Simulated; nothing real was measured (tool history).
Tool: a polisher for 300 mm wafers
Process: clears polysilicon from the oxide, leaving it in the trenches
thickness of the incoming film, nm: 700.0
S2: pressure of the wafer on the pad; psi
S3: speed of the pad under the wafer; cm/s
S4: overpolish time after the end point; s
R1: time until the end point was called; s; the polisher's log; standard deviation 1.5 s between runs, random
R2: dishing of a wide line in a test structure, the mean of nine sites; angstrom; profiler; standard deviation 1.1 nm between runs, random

{"run": 1, "hour": 0.0, "flow of slurry (ml/min)": 155, "S2": 2.3, "S3": 106, "S4": 20, "R1": 75.25, "R2": 617.41}
{"run": 2, "hour": 1.8, "flow of slurry (ml/min)": 155, "S2": 2.8, "S3": 106, "S4": 20, "R1": 63.304, "R2": 612.22}
{"run": 3, "hour": 7.9, "flow of slurry (ml/min)": 155, "S2": 2.5, "S3": 106, "S4": 20, "R1": 70.997, "R2": 604.86}
{"run": 4, "hour": 12.7, "flow of slurry (ml/min)": 155, "S2": 2.9, "S3": 106, "S4": 20, "R1": 61.143, "R2": 623.69}
{"run": 5, "hour": 18.4, "flow of slurry (ml/min)": 155, "S2": 2.9, "S3": 130, "S4": 20, "R1": 49.359, "R2": 624.12}
{"run": 6, "hour": 19.2, "flow of slurry (ml/min)": 155, "S2": 2.4, "S3": 130, "S4": 20, "R1": 58.595, "R2": 597.52}

Predict the results of run 7:
{"run": 7, "hour": 27.9, "flow of slurry (ml/min)": 155, "S2": 2.0, "S3": 126, "S4": 23, "R1": "?", "R2": "?"}

{"run 7": {"R1": 73.285, "R2": 618.79}}

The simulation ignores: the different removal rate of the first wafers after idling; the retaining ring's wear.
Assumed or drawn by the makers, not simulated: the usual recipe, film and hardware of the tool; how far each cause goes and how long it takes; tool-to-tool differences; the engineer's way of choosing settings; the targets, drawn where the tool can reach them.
